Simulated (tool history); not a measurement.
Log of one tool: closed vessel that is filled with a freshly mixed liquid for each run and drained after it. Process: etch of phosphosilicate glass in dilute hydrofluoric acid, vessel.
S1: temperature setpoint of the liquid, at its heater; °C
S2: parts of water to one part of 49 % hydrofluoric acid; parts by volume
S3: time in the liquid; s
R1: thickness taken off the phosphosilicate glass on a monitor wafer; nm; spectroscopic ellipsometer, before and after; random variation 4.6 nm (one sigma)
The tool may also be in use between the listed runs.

run 1 hour=0.0 | S1=24.0 S2=45 S3=105 | R1=422.41
run 2 hour=5.9 | S1=25.0 S2=45 S3=105 | R1=448.41
run 3 hour=12.3 | S1=25.0 S2=40 S3=105 | R1=501.08
run 4 hour=18.8 | S1=25.5 S2=40 S3=105 | R1=510.46
run 5 hour=23.0 | S1=25.5 S2=55 S3=105 | R1=368.44
run 6 hour=31.5 | S1=25.5 S2=55 S3=105 | R1=364.90
run 7 hour=32.3 | S1=26.5 S2=55 S3=105 | R1=379.26
run 8 hour=33.2 | S1=27.0 S2=55 S3=105 | R1=387.88
run 9 hour=39.4 | S1=27.5 S2=55 S3=105 | R1=395.99
run 10 hour=42.5 | S1=28.0 S2=55 S3=105 | R1=401.09

Run 11 comes next. What will it give?
run 11 hour=48.9 | S1=28.5 S2=55 S3=105 | R1=?

{"run 11": {"R1": 414.67}}
